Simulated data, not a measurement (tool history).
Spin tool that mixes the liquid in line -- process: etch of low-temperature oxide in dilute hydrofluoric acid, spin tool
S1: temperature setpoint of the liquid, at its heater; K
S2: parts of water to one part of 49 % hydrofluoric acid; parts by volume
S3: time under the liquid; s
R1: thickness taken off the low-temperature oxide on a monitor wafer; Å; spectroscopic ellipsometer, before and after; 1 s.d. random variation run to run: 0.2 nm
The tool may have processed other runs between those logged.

{"run": 1, "hour": 0.0, "S1": 294.15, "S2": 235, "S3": 310, "R1": 339.07}
{"run": 2, "hour": 7.0, "S1": 294.15, "S2": 235, "S3": 330, "R1": 360.26}
{"run": 3, "hour": 11.4, "S1": 293.15, "S2": 240, "S3": 330, "R1": 338.28}
{"run": 4, "hour": 18.8, "S1": 294.65, "S2": 240, "S3": 330, "R1": 355.7}
{"run": 5, "hour": 26.9, "S1": 294.65, "S2": 315, "S3": 330, "R1": 255.41}
{"run": 6, "hour": 27.6, "S1": 295.65, "S2": 315, "S3": 330, "R1": 266.01}

What does the tool deliver on the next run?
{"run": 7, "hour": 31.7, "S1": 296.15, "S2": 315, "S3": 330, "R1": "?"}

{"run 7": {"R1": 270.71}}
